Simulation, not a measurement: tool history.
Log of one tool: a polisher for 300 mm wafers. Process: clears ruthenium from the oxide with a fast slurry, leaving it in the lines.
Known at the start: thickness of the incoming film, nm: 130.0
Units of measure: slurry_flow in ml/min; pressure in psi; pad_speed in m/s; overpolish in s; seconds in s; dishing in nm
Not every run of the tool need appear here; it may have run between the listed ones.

run 1 hour=0.0 | slurry_flow=130 pressure=3.2 pad_speed=1.08 slurry_solids=1.0 overpolish=23 | seconds=23.962 dishing=65.437
run 2 hour=4.4 | slurry_flow=130 pressure=3.2 pad_speed=1.30 slurry_solids=1.0 overpolish=23 | seconds=20.287 dishing=71.968
run 3 hour=7.6 | slurry_flow=100 pressure=3.2 pad_speed=1.30 slurry_solids=1.0 overpolish=23 | seconds=21.521 dishing=71.247
run 4 hour=8.7 | slurry_flow=100 pressure=3.5 pad_speed=1.30 slurry_solids=1.0 overpolish=23 | seconds=20.446 dishing=74.430
run 5 hour=16.3 | slurry_flow=115 pressure=3.5 pad_speed=1.30 slurry_solids=1.0 overpolish=23 | seconds=20.121 dishing=74.398
run 6 hour=19.2 | slurry_flow=115 pressure=3.5 pad_speed=1.30 slurry_solids=0.8 overpolish=23 | seconds=23.650 dishing=69.843

Predict the results of run 7:
run 7 hour=24.7 | slurry_flow=110 pressure=2.6 pad_speed=1.26 slurry_solids=0.8 overpolish=23 | seconds=? dishing=?

Run 7 gave seconds 28.728 s, dishing 56.424 nm.
